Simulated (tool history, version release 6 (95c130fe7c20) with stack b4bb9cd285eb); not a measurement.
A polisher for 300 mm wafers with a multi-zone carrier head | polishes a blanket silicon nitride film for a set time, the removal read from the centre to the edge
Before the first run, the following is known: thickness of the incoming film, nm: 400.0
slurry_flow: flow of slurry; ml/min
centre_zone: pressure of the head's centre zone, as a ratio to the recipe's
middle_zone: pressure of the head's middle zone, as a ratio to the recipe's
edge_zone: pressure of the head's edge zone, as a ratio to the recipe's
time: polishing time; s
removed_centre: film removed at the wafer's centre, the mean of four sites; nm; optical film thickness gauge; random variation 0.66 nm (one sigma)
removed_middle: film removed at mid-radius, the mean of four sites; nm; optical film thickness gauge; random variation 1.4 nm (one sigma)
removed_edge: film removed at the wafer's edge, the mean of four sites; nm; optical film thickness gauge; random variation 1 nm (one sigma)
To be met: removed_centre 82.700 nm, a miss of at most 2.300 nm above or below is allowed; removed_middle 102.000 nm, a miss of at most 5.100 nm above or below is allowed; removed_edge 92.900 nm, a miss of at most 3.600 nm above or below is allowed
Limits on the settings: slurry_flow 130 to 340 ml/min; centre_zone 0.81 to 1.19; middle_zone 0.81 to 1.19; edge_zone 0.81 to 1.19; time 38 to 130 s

run    day  slurry_flow  centre_zone  middle_zone  edge_zone  time  removed_centre  removed_middle  removed_edge
  1  0.000          220         1.00         1.00       1.00    84         118.510         116.770       117.700
  2  0.054          220         1.00         1.00       1.04    84         119.400         119.560       122.480
  3  0.321          220         1.00         1.07       1.04    84         117.970         122.100       119.800
  4  0.554          220         1.00         1.07       1.04    66          92.619         100.940        94.811
  5  0.821          200         1.00         1.07       1.04    66          89.642          96.701        94.082
  6  0.867          195         0.98         1.10       1.04    66          89.935          98.231        94.159
  7  1.008          200         0.95         1.12       1.04    66          88.310         100.970        95.495
  8  1.079          165         0.90         1.16       1.00    65          79.999          98.451        87.885

Exercise: of the 4 proposed moves below, exactly one satisfies all targets within the stated allowed misses. Which move is it?
  A  1.150          195         0.86         1.12       0.98    67               ?               ?             ?
  B  1.150          180         0.83         1.16       1.03    67               ?               ?             ?
  C  1.150          165         0.86         1.18       0.97    64               ?               ?             ?
  D  1.150          130         0.83         1.06       1.01    77               ?               ?             ?

move  removed_centre  removed_middle  removed_edge
   A          82.282         100.660        93.066
   B          78.900         102.110        94.308
   C          75.952          97.233        86.420
   D          83.382         101.410       101.960
A: all results in spec
B: brings the result that was furthest off to its target, and leaves another outside
C: further off than the last run
D: takes the biggest miss from the last run beyond its target
The right move is A.

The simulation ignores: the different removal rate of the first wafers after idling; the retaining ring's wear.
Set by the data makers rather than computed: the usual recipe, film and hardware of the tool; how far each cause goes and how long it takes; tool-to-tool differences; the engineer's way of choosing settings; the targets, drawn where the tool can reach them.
